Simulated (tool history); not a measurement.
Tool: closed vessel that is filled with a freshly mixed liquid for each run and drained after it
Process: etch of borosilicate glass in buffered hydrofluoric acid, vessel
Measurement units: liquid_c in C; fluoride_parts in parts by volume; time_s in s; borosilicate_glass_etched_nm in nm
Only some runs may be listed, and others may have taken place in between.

run 1 day=0.000 | liquid_c=21.0 fluoride_parts=9.5 time_s=100 | borosilicate_glass_etched_nm=117.59
run 2 day=0.312 | liquid_c=21.0 fluoride_parts=9.5 time_s=100 | borosilicate_glass_etched_nm=116.88
run 3 day=0.521 | liquid_c=23.5 fluoride_parts=8.5 time_s=100 | borosilicate_glass_etched_nm=149.85
run 4 day=0.692 | liquid_c=25.0 fluoride_parts=8.0 time_s=100 | borosilicate_glass_etched_nm=172.01
run 5 day=1.017 | liquid_c=25.0 fluoride_parts=8.0 time_s=100 | borosilicate_glass_etched_nm=174.38
run 6 day=1.296 | liquid_c=25.0 fluoride_parts=6.0 time_s=100 | borosilicate_glass_etched_nm=231.87

Estimate the outcome of run 7 from the log above:
run 7 day=1.579 | liquid_c=25.5 fluoride_parts=6.0 time_s=100 | borosilicate_glass_etched_nm=?

{"run 7": {"borosilicate_glass_etched_nm": 235.6}}
